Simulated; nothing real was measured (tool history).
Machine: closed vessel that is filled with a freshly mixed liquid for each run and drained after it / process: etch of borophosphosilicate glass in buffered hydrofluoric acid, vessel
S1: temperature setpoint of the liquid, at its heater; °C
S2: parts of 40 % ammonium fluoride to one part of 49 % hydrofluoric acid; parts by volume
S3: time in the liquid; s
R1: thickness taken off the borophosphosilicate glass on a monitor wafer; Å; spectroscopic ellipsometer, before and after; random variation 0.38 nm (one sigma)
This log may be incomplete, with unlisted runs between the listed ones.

run 1 day=0 | S1=20 S2=12 S3=100 | R1=1131.2
run 2 day=0.046 | S1=19.5 S2=12.5 S3=100 | R1=1050.2
run 3 day=0.2 | S1=19 S2=13 S3=100 | R1=993.72
run 4 day=0.412 | S1=18.5 S2=13.5 S3=100 | R1=921.74
run 5 day=0.492 | S1=21.5 S2=13.5 S3=100 | R1=1076.9
run 6 day=0.558 | S1=20.5 S2=13.5 S3=100 | R1=1024.5
run 7 day=0.908 | S1=20 S2=13.5 S3=100 | R1=1000.1
run 8 day=1.246 | S1=19.5 S2=13.5 S3=100 | R1=978.17
run 9 day=1.492 | S1=19 S2=13.5 S3=100 | R1=953.09
-- day=1.642 thermometer replaced
run 10 day=1.642 | S1=18.5 S2=13.5 S3=100 | R1=998.01
run 11 day=1.871 | S1=18 S2=14 S3=100 | R1=940.24

Forecast run 12:
run 12 day=2.121 | S1=18 S2=14.5 S3=100 | R1=?

{"run 12": {"R1": 903.61}}
